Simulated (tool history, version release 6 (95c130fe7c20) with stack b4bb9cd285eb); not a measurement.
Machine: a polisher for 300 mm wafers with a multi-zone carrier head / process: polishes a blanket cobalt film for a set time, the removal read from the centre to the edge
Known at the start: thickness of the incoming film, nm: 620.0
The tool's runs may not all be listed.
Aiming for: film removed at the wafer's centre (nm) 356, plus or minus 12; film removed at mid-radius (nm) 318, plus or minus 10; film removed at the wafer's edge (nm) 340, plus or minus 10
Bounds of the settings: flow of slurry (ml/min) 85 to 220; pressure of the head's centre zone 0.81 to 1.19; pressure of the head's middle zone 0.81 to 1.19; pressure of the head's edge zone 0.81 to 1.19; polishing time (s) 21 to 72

run,hour,flow of slurry (ml/min),pressure of the head's centre zone,pressure of the head's middle zone,pressure of the head's edge zone,polishing time (s),film removed at the wafer's centre (nm),film removed at mid-radius (nm),film removed at the wafer's edge (nm)
1,0,140,1,1,1,46,244.63,241.1,248.5
2,7.5,140,1,1,1,51,273.52,268.27,272.96
3,15.9,140,1.06,1,1,51,287.16,266.7,268.31
4,17.6,140,1.06,1,0.95,51,292.49,269.15,266.81
5,26.6,155,1.05,0.98,0.99,54,313.4,282.46,287.8
6,33.9,125,1.05,0.98,0.99,54,298.29,273.89,275.11
7,42,155,1.05,0.98,1.02,55,318.28,293.63,302.7
8,49.4,175,1.06,0.98,1.03,55,325.73,299.74,308.24

Which one of the following 5 next-run settings gets every result inside its allowed miss? There is exactly one.
A,56.8,160,1.06,0.96,1.07,60,?,?,?
B,56.8,180,1.04,1.02,1.05,60,?,?,?
C,56.8,165,0.98,0.87,1.09,65,?,?,?
D,56.8,215,1.03,1.04,1.02,60,?,?,?
E,56.8,190,1.02,0.98,1.11,52,?,?,?

move,film removed at the wafer's centre (nm),film removed at mid-radius (nm),film removed at the wafer's edge (nm)
A,354.04,318.68,334.75
B,355.46,339.48,336.3
C,356.97,324.36,367.86
D,362.58,353.44,338
E,305.02,288.39,301.71
A: all results in spec
B: the worst result of the last run now meets its target, but another is out of spec
C: pushes the last run's worst result past its target
D: the worst result of the last run now meets its target, but another is out of spec
E: the biggest miss grows against the last run
A is the move that brings every result within its allowed miss.
